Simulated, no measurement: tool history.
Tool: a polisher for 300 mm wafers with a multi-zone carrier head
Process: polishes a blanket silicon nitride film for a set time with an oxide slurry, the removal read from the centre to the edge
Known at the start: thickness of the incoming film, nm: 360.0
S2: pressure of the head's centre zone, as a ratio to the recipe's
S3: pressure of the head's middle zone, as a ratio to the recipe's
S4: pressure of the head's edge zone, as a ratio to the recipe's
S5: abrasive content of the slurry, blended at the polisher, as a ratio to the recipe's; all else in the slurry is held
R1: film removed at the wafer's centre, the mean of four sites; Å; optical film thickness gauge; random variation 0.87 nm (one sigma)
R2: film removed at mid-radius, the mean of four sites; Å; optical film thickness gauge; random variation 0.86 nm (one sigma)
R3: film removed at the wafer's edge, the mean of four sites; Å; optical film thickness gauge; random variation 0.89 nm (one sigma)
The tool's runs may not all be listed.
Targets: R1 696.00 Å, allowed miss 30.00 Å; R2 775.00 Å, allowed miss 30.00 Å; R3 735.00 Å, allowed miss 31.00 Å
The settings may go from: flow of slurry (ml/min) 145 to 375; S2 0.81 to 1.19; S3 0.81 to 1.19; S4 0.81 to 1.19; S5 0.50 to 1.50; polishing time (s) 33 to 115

run 1 hour=0.0 | flow_of_slurry_(ml/min)=240 S2=1.00 S3=1.00 S4=1.00 S5=1.00 polishing_time_(s)=73 | R1=459.36 R2=469.86 R3=493.26
run 2 hour=7.7 | flow_of_slurry_(ml/min)=240 S2=1.00 S3=1.00 S4=1.07 S5=1.00 polishing_time_(s)=73 | R1=476.88 R2=483.62 R3=498.19
run 3 hour=16.7 | flow_of_slurry_(ml/min)=260 S2=1.00 S3=1.00 S4=1.07 S5=1.00 polishing_time_(s)=73 | R1=467.92 R2=486.17 R3=501.50
run 4 hour=20.0 | flow_of_slurry_(ml/min)=265 S2=1.00 S3=1.02 S4=1.08 S5=1.15 polishing_time_(s)=76 | R1=532.98 R2=540.75 R3=560.98
run 5 hour=23.2 | flow_of_slurry_(ml/min)=265 S2=0.96 S3=1.02 S4=1.08 S5=1.15 polishing_time_(s)=76 | R1=500.40 R2=554.21 R3=556.08
run 6 hour=28.9 | flow_of_slurry_(ml/min)=300 S2=0.96 S3=1.02 S4=1.08 S5=1.15 polishing_time_(s)=76 | R1=503.42 R2=558.93 R3=561.73
run 7 hour=30.1 | flow_of_slurry_(ml/min)=300 S2=0.97 S3=1.05 S4=1.09 S5=1.25 polishing_time_(s)=78 | R1=555.69 R2=597.89 R3=605.53
run 8 hour=34.0 | flow_of_slurry_(ml/min)=300 S2=0.97 S3=1.09 S4=1.09 S5=1.30 polishing_time_(s)=80 | R1=577.40 R2=649.74 R3=626.88
run 9 hour=38.6 | flow_of_slurry_(ml/min)=300 S2=0.97 S3=1.10 S4=1.10 S5=1.35 polishing_time_(s)=81 | R1=594.71 R2=666.32 R3=643.10

Which of these 5 next moves meets every target?
run A hour=43.2 | flow_of_slurry_(ml/min)=265 S2=1.06 S3=1.14 S4=1.09 S5=1.05 polishing_time_(s)=73 | R1=? R2=? R3=?
run B hour=43.2 | flow_of_slurry_(ml/min)=265 S2=0.93 S3=0.96 S4=1.15 S5=1.45 polishing_time_(s)=97 | R1=? R2=? R3=?
run C hour=43.2 | flow_of_slurry_(ml/min)=275 S2=0.92 S3=1.09 S4=1.19 S5=1.25 polishing_time_(s)=92 | R1=? R2=? R3=?
run D hour=43.2 | flow_of_slurry_(ml/min)=320 S2=1.01 S3=1.13 S4=1.11 S5=1.35 polishing_time_(s)=91 | R1=? R2=? R3=?
run E hour=43.2 | flow_of_slurry_(ml/min)=265 S2=0.87 S3=0.90 S4=1.08 S5=0.95 polishing_time_(s)=87 | R1=? R2=? R3=?

move=A R1=511.41 R2=548.61 R3=514.51
move=B R1=677.76 R2=718.14 R3=797.77
move=C R1=603.95 R2=719.47 R3=725.90
move=D R1=687.92 R2=767.62 R3=727.20
move=E R1=476.35 R2=511.97 R3=585.56
A: further off than the last run
B: nearer than the last run, and not there yet
C: nearer than the last run, and not there yet
D: meets every target
E: further off than the last run
Move D is the one to make.
